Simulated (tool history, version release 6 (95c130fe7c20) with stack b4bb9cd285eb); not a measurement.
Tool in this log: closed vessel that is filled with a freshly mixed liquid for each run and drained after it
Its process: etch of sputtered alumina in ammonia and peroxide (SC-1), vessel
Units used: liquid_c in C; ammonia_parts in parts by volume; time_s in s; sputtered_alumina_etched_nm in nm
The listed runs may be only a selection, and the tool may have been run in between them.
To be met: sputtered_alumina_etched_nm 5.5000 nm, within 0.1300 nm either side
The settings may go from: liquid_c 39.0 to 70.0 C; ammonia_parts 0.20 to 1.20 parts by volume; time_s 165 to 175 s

run	hour	liquid_c	ammonia_parts	time_s	sputtered_alumina_etched_nm
1	0.0	55.0	0.80	165	7.3855
2	6.2	55.0	0.95	165	7.4928
3	7.8	62.0	0.95	165	10.9170
4	9.7	62.0	1.20	165	11.0790
5	17.2	62.0	0.95	165	10.8420
6	26.1	62.0	0.95	165	10.7630
7	27.5	54.0	0.90	165	7.1589
8	31.5	48.0	0.90	165	5.1413

Exactly one of the 4 candidate moves below puts every result within its allowed miss. Which one?
A	35.5	50.5	0.90	165	?
B	35.5	49.0	0.95	175	?
C	35.5	48.0	0.90	175	?
D	35.5	49.5	0.85	170	?

move	sputtered_alumina_etched_nm
A	5.8677
B	5.7595
C	5.4204
D	5.6913
A: takes the result that was furthest off past its target
B: takes the result that was furthest off past its target
C: each result inside its tolerance
D: takes the result that was furthest off past its target
Move C is the one to make.
